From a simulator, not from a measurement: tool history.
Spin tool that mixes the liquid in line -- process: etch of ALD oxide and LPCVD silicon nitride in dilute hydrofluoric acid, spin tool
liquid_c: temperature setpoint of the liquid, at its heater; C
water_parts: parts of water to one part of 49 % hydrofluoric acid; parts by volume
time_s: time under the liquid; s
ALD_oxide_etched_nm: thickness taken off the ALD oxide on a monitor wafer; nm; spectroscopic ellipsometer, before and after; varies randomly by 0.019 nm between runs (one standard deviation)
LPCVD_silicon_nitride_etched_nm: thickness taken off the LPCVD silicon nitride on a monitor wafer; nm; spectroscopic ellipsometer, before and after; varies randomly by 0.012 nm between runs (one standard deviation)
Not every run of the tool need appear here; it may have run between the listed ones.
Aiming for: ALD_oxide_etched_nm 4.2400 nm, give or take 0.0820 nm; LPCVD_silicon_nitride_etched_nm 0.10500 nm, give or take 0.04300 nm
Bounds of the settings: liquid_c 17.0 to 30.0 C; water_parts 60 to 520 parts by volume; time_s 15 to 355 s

run  hour  liquid_c  water_parts  time_s  ALD_oxide_etched_nm  LPCVD_silicon_nitride_etched_nm
  1   0.0      22.0          290     180               7.8995                          0.26502
  2   3.6      21.0          305     180               7.1479                          0.20925
  3   9.0      21.0          305     235               9.3159                          0.30005
  4   9.8      20.5          330     235               8.2791                          0.26910
  5  16.8      20.5          380     235               6.9313                          0.26425
  6  22.4      20.0          395     235               6.4085                          0.21002
  7  27.8      17.0          480     235               4.4580                          0.15150
  8  33.3      17.0          485     235               4.3695                          0.15799

Which single option among these 5 for the next run brings every result within its allowed miss of target? Just one does.
  A  38.8      17.0          330     150                    ?                                ?
  B  38.8      17.0          440     215                    ?                                ?
  C  38.8      17.0          225      85                    ?                                ?
  D  38.8      17.0          300     130                    ?                                ?
  E  38.8      17.0          400     185                    ?                                ?

move  ALD_oxide_etched_nm  LPCVD_silicon_nitride_etched_nm
   A               4.6449                          0.14257
   B               4.5805                          0.15575
   C               4.2217                          0.11630
   D               4.5391                          0.13524
   E               4.4703                          0.14661
A: the biggest miss grows against the last run
B: the biggest miss grows against the last run
C: in spec on every target
D: the biggest miss grows against the last run
E: the biggest miss grows against the last run
Go with C: it meets all targets.

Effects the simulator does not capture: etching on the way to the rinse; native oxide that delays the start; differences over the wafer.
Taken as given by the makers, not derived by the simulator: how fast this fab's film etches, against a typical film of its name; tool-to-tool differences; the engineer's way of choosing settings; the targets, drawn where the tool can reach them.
